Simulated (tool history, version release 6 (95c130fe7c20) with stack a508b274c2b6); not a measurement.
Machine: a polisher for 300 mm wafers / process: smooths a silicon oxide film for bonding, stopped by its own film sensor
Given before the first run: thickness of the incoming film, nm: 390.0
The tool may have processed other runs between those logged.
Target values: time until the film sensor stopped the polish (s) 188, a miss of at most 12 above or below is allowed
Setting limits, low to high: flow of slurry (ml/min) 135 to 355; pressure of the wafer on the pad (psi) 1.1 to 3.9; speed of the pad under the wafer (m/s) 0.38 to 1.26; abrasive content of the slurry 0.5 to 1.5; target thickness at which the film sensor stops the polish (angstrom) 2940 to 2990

run  hour  flow of slurry (ml/min)  pressure of the wafer on the pad (psi)  speed of the pad under the wafer (m/s)  abrasive content of the slurry  target thickness at which the film sensor stops the polish (angstrom)  time until the film sensor stopped the polish (s)
  1     0                      225                                     2.5                                    0.82                               1                                                                   2990                                              103.6
  2   2.5                      195                                     2.5                                    0.82                               1                                                                   2990                                             110.86
  3    10                      195                                     2.5                                    0.82                             1.1                                                                   2990                                             102.25
  4  11.3                      190                                     2.1                                     0.8                             1.1                                                                   2990                                             120.68
  5  19.4                      190                                     2.1                                     0.8                               1                                                                   2990                                             129.61
  6  24.3                      190                                     2.7                                     0.8                               1                                                                   2990                                             111.47
  7  26.1                      180                                     2.3                                    0.76                               1                                                                   2990                                             125.44
  8  34.7                      175                                       2                                    0.74                               1                                                                   2990                                             141.94
  9  35.9                      170                                     1.8                                    0.72                               1                                                                   2990                                             150.08
 10  37.5                      170                                     1.6                                     0.7                               1                                                                   2990                                             161.22
 11  41.2                      170                                     1.5                                    0.68                               1                                                                   2990                                             180.11

Below are 5 possible settings for the next run. Only one of them brings all results inside the allowed miss of their targets. Which is it?
  A  44.9                      220                                     1.8                                    0.66                            0.95                                                                   2970                                                  ?
  B  44.9                      155                                     1.4                                    0.74                            1.05                                                                   2990                                                  ?
  C  44.9                      135                                     1.5                                    0.88                            0.95                                                                   2940                                                  ?
  D  44.9                      175                                     1.7                                    0.72                            0.85                                                                   2990                                                  ?
  E  44.9                      205                                     2.3                                    0.56                             0.7                                                                   2990                                                  ?

move  time until the film sensor stopped the polish (s)
   A                                             158.89
   B                                             163.22
   C                                              156.8
   D                                             164.36
   E                                             184.31
A: the biggest miss grows against the last run
B: the biggest miss grows against the last run
C: the biggest miss grows against the last run
D: the biggest miss grows against the last run
E: all results land within tolerance of their targets
E meets every target.
